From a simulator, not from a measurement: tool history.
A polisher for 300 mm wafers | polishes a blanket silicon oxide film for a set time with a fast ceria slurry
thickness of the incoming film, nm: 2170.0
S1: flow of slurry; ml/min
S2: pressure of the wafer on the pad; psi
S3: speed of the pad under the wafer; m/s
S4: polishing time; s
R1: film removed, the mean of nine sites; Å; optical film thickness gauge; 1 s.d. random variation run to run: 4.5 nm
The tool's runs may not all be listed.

Run 1, day 0: S1 270 ml/min, S2 3.3 psi, S3 1.14 m/s, S4 22 s. Result: R1 5436.6 Å.
Run 2, day 0.092: S1 270 ml/min, S2 3 psi, S3 1.14 m/s, S4 22 s. Result: R1 5016.2 Å.
Run 3, day 0.35: S1 215 ml/min, S2 3 psi, S3 1.14 m/s, S4 22 s. Result: R1 4854.2 Å.
Run 4, day 0.554: S1 215 ml/min, S2 2.7 psi, S3 1.14 m/s, S4 22 s. Result: R1 4499.7 Å.
Run 5, day 0.704: S1 275 ml/min, S2 2.7 psi, S3 1.14 m/s, S4 22 s. Result: R1 4596.1 Å.
Run 6, day 0.738: S1 275 ml/min, S2 2.5 psi, S3 1.14 m/s, S4 22 s. Result: R1 4155.5 Å.

What does the tool deliver on the next run?
Run 7, day 0.946: S1 275 ml/min, S2 2.4 psi, S3 1.14 m/s, S4 22 s. Result: R1 ?.

{"run 7": {"R1": 4134.4}}
